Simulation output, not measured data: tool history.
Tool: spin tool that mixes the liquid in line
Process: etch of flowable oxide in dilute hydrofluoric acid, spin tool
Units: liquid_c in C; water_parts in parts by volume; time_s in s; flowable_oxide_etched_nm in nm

Run 1, hour 0: liquid_c 25 C, water_parts 265 parts by volume, time_s 55 s. Result: flowable_oxide_etched_nm 6.673 nm.
Run 2, hour 8.6: liquid_c 25 C, water_parts 175 parts by volume, time_s 55 s. Result: flowable_oxide_etched_nm 11.296 nm.
Run 3, hour 11.3: liquid_c 25 C, water_parts 175 parts by volume, time_s 35 s. Result: flowable_oxide_etched_nm 7.1929 nm.
Run 4, hour 18.2: liquid_c 23 C, water_parts 180 parts by volume, time_s 35 s. Result: flowable_oxide_etched_nm 6.3634 nm.
Run 5, hour 23.9: liquid_c 20.5 C, water_parts 180 parts by volume, time_s 35 s. Result: flowable_oxide_etched_nm 5.8376 nm.
Run 6, hour 28.4: liquid_c 20.5 C, water_parts 180 parts by volume, time_s 55 s. Result: flowable_oxide_etched_nm 9.0209 nm.

The next listed run, before its measurement:
Run 7, hour 36.2: liquid_c 20 C, water_parts 210 parts by volume, time_s 55 s. Result: flowable_oxide_etched_nm ?.

Run 7 gave flowable_oxide_etched_nm 7.3603 nm.

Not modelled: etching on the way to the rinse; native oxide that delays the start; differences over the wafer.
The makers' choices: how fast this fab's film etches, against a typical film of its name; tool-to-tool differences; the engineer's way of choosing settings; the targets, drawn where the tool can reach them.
